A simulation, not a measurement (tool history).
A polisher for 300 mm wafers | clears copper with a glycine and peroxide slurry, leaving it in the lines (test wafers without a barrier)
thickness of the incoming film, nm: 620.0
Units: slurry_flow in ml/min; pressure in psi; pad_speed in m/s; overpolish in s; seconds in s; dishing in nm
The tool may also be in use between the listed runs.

run  hour  slurry_flow  pressure  pad_speed  overpolish  seconds  dishing
  1   0.0          225       3.1       1.28          15   89.277   64.152
  2   4.3          225       3.8       1.28          15   74.120   72.586
  3   8.9          225       3.8       1.28          11   72.155   58.716
  4  16.9          205       3.8       1.24          10   74.966   54.670
  5  25.0          235       3.7       1.22           9   77.859   47.561
  6  28.5          210       3.7       1.22           9   77.617   47.958
  7  35.8          240       4.0       1.08           8   77.689   43.684
  8  42.9          265       4.2       0.98           7   79.878   38.455
  9  51.8          285       4.3       0.94           6   80.974   34.438
 10  57.1          300       4.4       0.92           6   79.884   34.213

Run 11 comes next. What will it give?
 11  64.8          310       4.5       0.90           6        ?        ?

Run 11 gave seconds 78.699 s, dishing 34.020 nm.
